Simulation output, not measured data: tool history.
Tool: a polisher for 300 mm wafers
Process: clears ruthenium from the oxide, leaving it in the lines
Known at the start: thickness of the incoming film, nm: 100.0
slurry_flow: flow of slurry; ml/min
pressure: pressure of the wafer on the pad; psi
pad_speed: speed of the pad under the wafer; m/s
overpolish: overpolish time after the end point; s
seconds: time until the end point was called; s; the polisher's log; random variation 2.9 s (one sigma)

Run 1, hour 0: slurry_flow 255 ml/min, pressure 2.1 psi, pad_speed 0.86 m/s, overpolish 37 s. Result: seconds 113.72 s.
Run 2, hour 1.9: slurry_flow 255 ml/min, pressure 2.1 psi, pad_speed 1.04 m/s, overpolish 37 s. Result: seconds 95.876 s.
Run 3, hour 8.7: slurry_flow 255 ml/min, pressure 2.5 psi, pad_speed 1.04 m/s, overpolish 37 s. Result: seconds 80.176 s.
Run 4, hour 11: slurry_flow 255 ml/min, pressure 2.5 psi, pad_speed 0.96 m/s, overpolish 37 s. Result: seconds 85.391 s.
Run 5, hour 15.4: slurry_flow 255 ml/min, pressure 2.7 psi, pad_speed 0.96 m/s, overpolish 37 s. Result: seconds 79.242 s.
Run 6, hour 20.4: slurry_flow 250 ml/min, pressure 2.3 psi, pad_speed 0.86 m/s, overpolish 37 s. Result: seconds 103.89 s.
Run 7, hour 22.6: slurry_flow 250 ml/min, pressure 2 psi, pad_speed 0.78 m/s, overpolish 37 s. Result: seconds 130 s.
Run 8, hour 29.7: slurry_flow 250 ml/min, pressure 2 psi, pad_speed 0.78 m/s, overpolish 37 s. Result: seconds 129.84 s.

The next listed run, before its measurement:
Run 9, hour 36.1: slurry_flow 250 ml/min, pressure 1.8 psi, pad_speed 0.74 m/s, overpolish 37 s. Result: seconds ?.

seconds: 152.38 s
